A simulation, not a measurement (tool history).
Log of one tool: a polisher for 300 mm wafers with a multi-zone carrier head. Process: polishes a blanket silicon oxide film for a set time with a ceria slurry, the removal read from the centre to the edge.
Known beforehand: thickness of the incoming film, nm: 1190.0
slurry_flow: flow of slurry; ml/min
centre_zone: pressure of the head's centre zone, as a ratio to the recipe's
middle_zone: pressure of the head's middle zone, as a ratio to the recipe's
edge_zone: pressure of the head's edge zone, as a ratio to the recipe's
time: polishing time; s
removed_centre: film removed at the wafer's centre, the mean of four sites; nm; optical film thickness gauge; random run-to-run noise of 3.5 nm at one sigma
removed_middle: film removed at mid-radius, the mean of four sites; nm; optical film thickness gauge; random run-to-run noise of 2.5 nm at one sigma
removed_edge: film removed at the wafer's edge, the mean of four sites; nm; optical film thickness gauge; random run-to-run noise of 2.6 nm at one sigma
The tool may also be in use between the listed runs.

run,hour,slurry_flow,centre_zone,middle_zone,edge_zone,time,removed_centre,removed_middle,removed_edge
1,0,195,1,1,1,55,239.39,238.98,241.35
2,3,205,1.01,1,1.04,57,252.83,251.59,257.14
3,11.3,205,1.01,0.97,1.04,57,255.3,245.46,252.37
4,20.2,190,1.02,0.97,1.07,60,264.68,257.41,268.99
5,25.4,190,1.02,0.97,1.07,68,306.26,290,299.03
6,27.9,200,1.02,0.96,1.1,68,308.41,294.59,310.49

What will run 7 give?
7,30.6,205,1.02,0.95,1.11,68,?,?,?

removed_centre: 308.81 nm
removed_middle: 286.27 nm
removed_edge: 312.23 nm

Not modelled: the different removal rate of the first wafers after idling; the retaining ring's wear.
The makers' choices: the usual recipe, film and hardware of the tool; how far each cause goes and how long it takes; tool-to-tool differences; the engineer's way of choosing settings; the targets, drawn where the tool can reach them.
